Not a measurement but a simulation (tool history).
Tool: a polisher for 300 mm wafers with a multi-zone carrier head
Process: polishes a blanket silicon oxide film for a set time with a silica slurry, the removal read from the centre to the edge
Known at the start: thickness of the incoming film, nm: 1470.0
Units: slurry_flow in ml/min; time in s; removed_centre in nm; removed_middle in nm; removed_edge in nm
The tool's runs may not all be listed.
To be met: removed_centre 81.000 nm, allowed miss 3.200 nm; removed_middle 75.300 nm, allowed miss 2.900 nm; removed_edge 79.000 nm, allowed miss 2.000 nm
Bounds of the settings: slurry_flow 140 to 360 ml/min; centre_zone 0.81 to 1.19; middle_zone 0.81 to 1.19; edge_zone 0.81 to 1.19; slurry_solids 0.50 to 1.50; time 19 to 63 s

run 1 hour=0.0 | slurry_flow=230 centre_zone=1.00 middle_zone=1.00 edge_zone=1.00 slurry_solids=1.00 time=41 | removed_centre=82.886 removed_middle=84.368 removed_edge=90.132
run 2 hour=7.3 | slurry_flow=225 centre_zone=1.00 middle_zone=0.99 edge_zone=0.98 slurry_solids=1.00 time=41 | removed_centre=83.123 removed_middle=85.200 removed_edge=90.013
run 3 hour=11.2 | slurry_flow=260 centre_zone=1.00 middle_zone=0.99 edge_zone=0.98 slurry_solids=1.00 time=41 | removed_centre=86.588 removed_middle=86.198 removed_edge=90.828
run 4 hour=12.7 | slurry_flow=260 centre_zone=1.00 middle_zone=0.99 edge_zone=0.98 slurry_solids=1.00 time=35 | removed_centre=73.233 removed_middle=73.577 removed_edge=77.233
run 5 hour=17.8 | slurry_flow=260 centre_zone=1.00 middle_zone=0.99 edge_zone=1.02 slurry_solids=1.00 time=35 | removed_centre=73.775 removed_middle=73.923 removed_edge=78.184
run 6 hour=19.8 | slurry_flow=265 centre_zone=1.01 middle_zone=0.99 edge_zone=1.02 slurry_solids=1.00 time=35 | removed_centre=74.867 removed_middle=73.908 removed_edge=79.389
run 7 hour=24.4 | slurry_flow=270 centre_zone=1.02 middle_zone=0.99 edge_zone=1.01 slurry_solids=1.00 time=35 | removed_centre=73.975 removed_middle=75.342 removed_edge=79.552
run 8 hour=31.8 | slurry_flow=275 centre_zone=1.02 middle_zone=0.97 edge_zone=0.98 slurry_solids=1.00 time=35 | removed_centre=75.146 removed_middle=74.749 removed_edge=79.017
run 9 hour=40.3 | slurry_flow=280 centre_zone=1.04 middle_zone=0.96 edge_zone=0.97 slurry_solids=1.00 time=35 | removed_centre=77.699 removed_middle=73.458 removed_edge=77.939
run 10 hour=44.4 | slurry_flow=285 centre_zone=1.04 middle_zone=0.96 edge_zone=0.97 slurry_solids=1.00 time=35 | removed_centre=77.668 removed_middle=73.491 removed_edge=78.711
run 11 hour=51.1 | slurry_flow=285 centre_zone=1.04 middle_zone=0.96 edge_zone=0.97 slurry_solids=1.00 time=35 | removed_centre=76.880 removed_middle=74.055 removed_edge=78.946

4 next moves are on the table. One of them brings every result within its allowed miss. Which?
run A hour=57.8 | slurry_flow=280 centre_zone=0.94 middle_zone=1.02 edge_zone=1.00 slurry_solids=0.75 time=41 | removed_centre=? removed_middle=? removed_edge=?
run B hour=57.8 | slurry_flow=280 centre_zone=0.97 middle_zone=1.02 edge_zone=1.07 slurry_solids=1.05 time=33 | removed_centre=? removed_middle=? removed_edge=?
run C hour=57.8 | slurry_flow=285 centre_zone=1.02 middle_zone=1.02 edge_zone=1.13 slurry_solids=0.85 time=37 | removed_centre=? removed_middle=? removed_edge=?
run D hour=57.8 | slurry_flow=295 centre_zone=1.07 middle_zone=0.95 edge_zone=0.91 slurry_solids=1.15 time=34 | removed_centre=? removed_middle=? removed_edge=?

move=A removed_centre=72.927 removed_middle=76.924 removed_edge=80.190
move=B removed_centre=71.102 removed_middle=73.408 removed_edge=78.550
move=C removed_centre=74.678 removed_middle=74.444 removed_edge=81.361
move=D removed_centre=82.407 removed_middle=76.016 removed_edge=79.902
A: further off than the last run
B: further off than the last run
C: further off than the last run
D: meets every target
Answer: D
